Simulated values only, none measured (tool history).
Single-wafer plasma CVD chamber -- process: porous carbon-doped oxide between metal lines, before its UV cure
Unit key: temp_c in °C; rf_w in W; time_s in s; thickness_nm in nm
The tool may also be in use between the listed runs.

run,hour,temp_c,rf_w,time_s,thickness_nm
1,0.0,320,575,54.3,288.14
2,4.8,315,610,54.5,304.35
3,11.7,315,665,54.5,318.60
4,15.7,315,620,54.5,307.57
5,21.2,315,620,56.1,317.25
6,29.4,315,550,56.1,298.96

Expected results for the next run?
7,34.7,310,590,56.1,?

Run 7 produced thickness_nm 315.59 nm.
